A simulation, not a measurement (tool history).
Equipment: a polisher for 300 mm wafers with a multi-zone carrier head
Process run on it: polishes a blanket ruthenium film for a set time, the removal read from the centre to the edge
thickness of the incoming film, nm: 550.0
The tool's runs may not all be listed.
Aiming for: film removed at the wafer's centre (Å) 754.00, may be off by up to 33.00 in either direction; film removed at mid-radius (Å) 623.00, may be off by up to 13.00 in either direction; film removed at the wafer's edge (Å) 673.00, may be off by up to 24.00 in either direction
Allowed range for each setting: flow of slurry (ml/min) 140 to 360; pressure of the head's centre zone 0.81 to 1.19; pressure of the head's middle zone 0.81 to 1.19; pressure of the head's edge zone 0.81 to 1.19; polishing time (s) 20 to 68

run	hour	flow of slurry (ml/min)	pressure of the head's centre zone	pressure of the head's middle zone	pressure of the head's edge zone	polishing time (s)	film removed at the wafer's centre (Å)	film removed at mid-radius (Å)	film removed at the wafer's edge (Å)
1	0.0	230	1.00	1.00	1.00	44	509.53	487.06	500.46
2	6.7	245	1.05	1.01	1.05	47	569.32	528.66	548.74
3	11.9	210	1.05	1.01	1.05	47	548.66	515.84	545.04
4	18.3	235	1.09	1.01	1.08	49	608.37	543.06	579.75
5	25.0	195	1.09	1.01	1.08	49	594.94	537.80	559.54
6	28.2	195	1.09	0.98	1.08	49	588.06	525.03	557.91
7	31.0	230	1.12	1.01	1.11	50	627.49	557.17	601.20
8	38.2	255	1.14	1.02	1.10	51	648.60	581.91	604.64
9	44.6	260	1.16	1.00	1.10	53	694.12	593.07	628.83
10	51.0	270	1.17	1.00	1.11	54	713.72	608.25	655.56

Below are 4 possible settings for the next run. Only one of them brings all results inside the allowed miss of their targets. Which is it?
A	57.4	230	1.11	0.98	1.15	54	?	?	?
B	57.4	180	1.19	1.00	1.11	58	?	?	?
C	57.4	275	1.19	0.88	1.14	58	?	?	?
D	57.4	320	1.19	0.95	0.97	55	?	?	?

move	film removed at the wafer's centre (Å)	film removed at mid-radius (Å)	film removed at the wafer's edge (Å)
A	673.97	589.12	659.17
B	750.39	623.90	680.30
C	792.36	589.26	716.12
D	763.50	604.10	636.68
A: moves away from the targets compared with the last run
B: hits every target within its allowed miss
C: carries the result that was furthest off beyond its target, to the other side
D: corrects the largest miss of the last run, while another result sits out of spec
So the answer is move B, the one that meets all the targets.

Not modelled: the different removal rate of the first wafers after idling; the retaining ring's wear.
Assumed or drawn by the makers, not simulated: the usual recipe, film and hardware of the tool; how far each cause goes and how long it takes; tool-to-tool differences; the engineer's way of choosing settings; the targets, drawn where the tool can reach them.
